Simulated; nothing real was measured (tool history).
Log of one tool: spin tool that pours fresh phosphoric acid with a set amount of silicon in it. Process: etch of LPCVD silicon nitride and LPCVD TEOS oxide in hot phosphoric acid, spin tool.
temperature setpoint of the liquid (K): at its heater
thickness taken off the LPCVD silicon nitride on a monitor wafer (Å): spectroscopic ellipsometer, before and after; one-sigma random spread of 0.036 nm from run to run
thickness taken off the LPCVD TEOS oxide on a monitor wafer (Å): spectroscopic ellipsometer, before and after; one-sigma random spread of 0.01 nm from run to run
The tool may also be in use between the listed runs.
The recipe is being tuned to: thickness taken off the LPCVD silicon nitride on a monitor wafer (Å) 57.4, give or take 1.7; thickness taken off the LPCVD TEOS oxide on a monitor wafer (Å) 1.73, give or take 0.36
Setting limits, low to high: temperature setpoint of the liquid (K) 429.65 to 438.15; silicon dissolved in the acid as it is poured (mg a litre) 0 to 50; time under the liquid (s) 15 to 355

run,hour,temperature setpoint of the liquid (K),silicon dissolved in the acid as it is poured (mg a litre),time under the liquid (s),thickness taken off the LPCVD silicon nitride on a monitor wafer (Å),thickness taken off the LPCVD TEOS oxide on a monitor wafer (Å)
1,0,433.15,26,180,145.63,3.9928
2,4.5,435.15,26,180,156.89,4.0458
3,8,434.15,25.5,140,117.99,3.0484
4,15.6,433.15,24,115,93.192,2.3412
5,20.9,432.15,22,100,78.559,2.1671
6,28.5,431.65,21,95,73.16,2.2182
7,33.1,431.65,21,95,71.853,2.1475
8,33.9,431.15,21,90,67.924,1.9655
9,37.5,430.65,20.5,85,62.803,1.926
10,45.9,430.65,21,85,63.274,1.8707

Of the 4 settings listed for the next run, only one would bring every result within its allowed miss of target. Which one?
A,54.3,430.15,29,100,?,?
B,54.3,430.15,21.5,85,?,?
C,54.3,429.65,15,80,?,?
D,54.3,431.65,21.5,85,?,?

move,thickness taken off the LPCVD silicon nitride on a monitor wafer (Å),thickness taken off the LPCVD TEOS oxide on a monitor wafer (Å)
A,72.887,1.5699
B,61.954,1.7194
C,57.324,1.8609
D,65.189,1.9238
A: lands further from the targets than the last run did
B: closer than the last run, but not yet in spec
C: each result inside its tolerance
D: lands further from the targets than the last run did
The move that meets every target is C.

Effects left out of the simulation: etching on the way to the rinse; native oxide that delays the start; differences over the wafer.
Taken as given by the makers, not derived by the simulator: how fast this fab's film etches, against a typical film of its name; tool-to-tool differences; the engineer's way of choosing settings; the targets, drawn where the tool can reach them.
